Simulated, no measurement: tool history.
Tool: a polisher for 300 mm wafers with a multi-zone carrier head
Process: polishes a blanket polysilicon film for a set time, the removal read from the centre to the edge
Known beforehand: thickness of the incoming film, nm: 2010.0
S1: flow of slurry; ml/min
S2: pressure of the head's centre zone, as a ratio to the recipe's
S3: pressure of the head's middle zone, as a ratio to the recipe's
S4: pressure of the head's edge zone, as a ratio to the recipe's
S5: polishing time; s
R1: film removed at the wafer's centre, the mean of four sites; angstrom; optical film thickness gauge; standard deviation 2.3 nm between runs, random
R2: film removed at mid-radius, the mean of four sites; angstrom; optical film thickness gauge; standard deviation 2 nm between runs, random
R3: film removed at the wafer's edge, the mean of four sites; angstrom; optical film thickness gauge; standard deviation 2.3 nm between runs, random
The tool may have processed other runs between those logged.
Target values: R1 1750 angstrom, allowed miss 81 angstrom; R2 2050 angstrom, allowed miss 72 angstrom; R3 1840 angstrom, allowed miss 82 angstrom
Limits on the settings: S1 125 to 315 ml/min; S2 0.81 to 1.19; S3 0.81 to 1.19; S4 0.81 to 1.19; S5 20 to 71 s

Run 1, day 0: S1 205 ml/min, S2 1, S3 1, S4 1, S5 45 s. Result: R1 3025.1 angstrom, R2 2938.9 angstrom, R3 2906.3 angstrom.
Run 2, day 0.1: S1 200 ml/min, S2 0.97, S3 1.01, S4 0.98, S5 42 s. Result: R1 2709.3 angstrom, R2 2703.6 angstrom, R3 2639.9 angstrom.
Run 3, day 0.175: S1 200 ml/min, S2 0.97, S3 1.01, S4 1.03, S5 42 s. Result: R1 2685.9 angstrom, R2 2681.3 angstrom, R3 2804.8 angstrom.
Run 4, day 0.308: S1 200 ml/min, S2 0.91, S3 1.01, S4 1.03, S5 42 s. Result: R1 2633 angstrom, R2 2751.3 angstrom, R3 2758.7 angstrom.
Run 5, day 0.425: S1 190 ml/min, S2 0.89, S3 1.02, S4 1.01, S5 39 s. Result: R1 2245.3 angstrom, R2 2565.8 angstrom, R3 2530.2 angstrom.
Run 6, day 0.725: S1 150 ml/min, S2 0.89, S3 1.02, S4 1.01, S5 39 s. Result: R1 2182.9 angstrom, R2 2457.6 angstrom, R3 2434.6 angstrom.
Run 7, day 1.021: S1 145 ml/min, S2 0.89, S3 1.01, S4 0.98, S5 38 s. Result: R1 2104.9 angstrom, R2 2355 angstrom, R3 2328.7 angstrom.
Run 8, day 1.179: S1 145 ml/min, S2 0.89, S3 1.01, S4 0.95, S5 37 s. Result: R1 2051.9 angstrom, R2 2276.4 angstrom, R3 2186.7 angstrom.
Run 9, day 1.362: S1 135 ml/min, S2 0.81, S3 1, S4 0.85, S5 33 s. Result: R1 1645.2 angstrom, R2 1945.4 angstrom, R3 1925.7 angstrom.

Which one of the following 4 next-run settings gets every result inside its allowed miss? There is exactly one.
Run A, day 1.546: S1 125 ml/min, S2 0.88, S3 1.08, S4 0.83, S5 33 s. Result: R1 ?, R2 ?, R3 ?.
Run B, day 1.546: S1 125 ml/min, S2 0.81, S3 1.08, S4 0.81, S5 33 s. Result: R1 ?, R2 ?, R3 ?.
Run C, day 1.546: S1 130 ml/min, S2 0.89, S3 0.92, S4 0.84, S5 33 s. Result: R1 ?, R2 ?, R3 ?.
Run D, day 1.546: S1 125 ml/min, S2 0.83, S3 1.03, S4 0.96, S5 31 s. Result: R1 ?, R2 ?, R3 ?.

move      R1      R2      R3
   A  1742.8  2030.8    1827
   B    1603  2031.6  1807.6
   C  1783.3  1859.5  1853.7
   D  1542.9  1851.7  1835.2
A: hits every target within its allowed miss
B: gets the furthest-off result to its target, but another result is out of tolerance
C: further off than the last run
D: further off than the last run
The move that meets every target is A.
